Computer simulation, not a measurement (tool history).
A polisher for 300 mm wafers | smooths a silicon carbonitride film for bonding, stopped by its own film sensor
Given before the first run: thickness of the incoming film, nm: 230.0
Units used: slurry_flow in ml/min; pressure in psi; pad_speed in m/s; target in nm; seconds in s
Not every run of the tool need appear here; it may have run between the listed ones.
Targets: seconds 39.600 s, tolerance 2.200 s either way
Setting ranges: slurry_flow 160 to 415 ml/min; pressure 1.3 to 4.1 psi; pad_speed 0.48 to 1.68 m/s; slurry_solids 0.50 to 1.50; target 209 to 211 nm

| run | hour | slurry_flow | pressure | pad_speed | slurry_solids | target | seconds |
|---|---|---|---|---|---|---|---|
| 1 | 0.0 | 265 | 2.7 | 1.08 | 1.00 | 209 | 55.679 |
| 2 | 2.2 | 265 | 2.7 | 0.94 | 1.00 | 209 | 60.672 |
| 3 | 8.0 | 265 | 2.7 | 0.94 | 1.15 | 209 | 55.648 |
| 4 | 14.7 | 265 | 3.0 | 0.96 | 1.15 | 209 | 52.556 |
| 5 | 16.0 | 210 | 3.0 | 0.96 | 1.15 | 209 | 51.909 |
| 6 | 22.0 | 210 | 2.5 | 0.96 | 1.15 | 209 | 61.960 |
| 7 | 23.3 | 210 | 2.9 | 0.98 | 1.15 | 209 | 53.846 |
| 8 | 31.7 | 210 | 3.2 | 1.00 | 1.15 | 209 | 48.959 |
| 9 | 36.4 | 210 | 3.4 | 1.02 | 1.15 | 209 | 45.602 |

5 candidate next runs follow, results not yet known. Just one meets every target within its allowed miss. Identify it.
| A | 41.1 | 265 | 3.4 | 0.86 | 1.30 | 209 | ? |
| B | 41.1 | 205 | 3.1 | 0.92 | 1.15 | 209 | ? |
| C | 41.1 | 205 | 3.0 | 0.98 | 0.95 | 209 | ? |
| D | 41.1 | 160 | 3.3 | 1.16 | 1.10 | 211 | ? |
| E | 41.1 | 230 | 3.6 | 0.90 | 1.15 | 210 | ? |

| move | seconds |
|---|---|
| A | 48.332 |
| B | 52.952 |
| C | 55.509 |
| D | 39.485 |
| E | 44.739 |
A: further off than the last run
B: further off than the last run
C: further off than the last run
D: meets every target
E: closes in on the targets versus the last run, not all within tolerance yet
D is the move that brings every result within its allowed miss.
